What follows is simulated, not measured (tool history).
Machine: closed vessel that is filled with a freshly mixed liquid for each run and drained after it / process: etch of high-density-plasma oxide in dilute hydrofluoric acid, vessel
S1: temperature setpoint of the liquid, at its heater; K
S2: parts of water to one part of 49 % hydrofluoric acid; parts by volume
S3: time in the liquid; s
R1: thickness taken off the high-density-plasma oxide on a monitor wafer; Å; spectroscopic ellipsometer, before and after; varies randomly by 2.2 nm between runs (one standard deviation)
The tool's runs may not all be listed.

| run | hour | S1 | S2 | S3 | R1 |
|---|---|---|---|---|---|
| 1 | 0.0 | 297.15 | 220 | 2090 | 912.18 |
| 2 | 6.9 | 294.65 | 220 | 2090 | 843.51 |
| 3 | 9.9 | 294.65 | 220 | 2245 | 906.79 |
| 4 | 13.8 | 297.65 | 190 | 2245 | 1196.30 |
| 5 | 16.1 | 297.65 | 160 | 2245 | 1483.20 |
| 6 | 19.8 | 297.65 | 160 | 2090 | 1384.70 |

Run 7 has not been measured yet. What should we expect?
| 7 | 21.4 | 299.65 | 145 | 2090 | ? |

{"run 7": {"R1": 1650.8}}
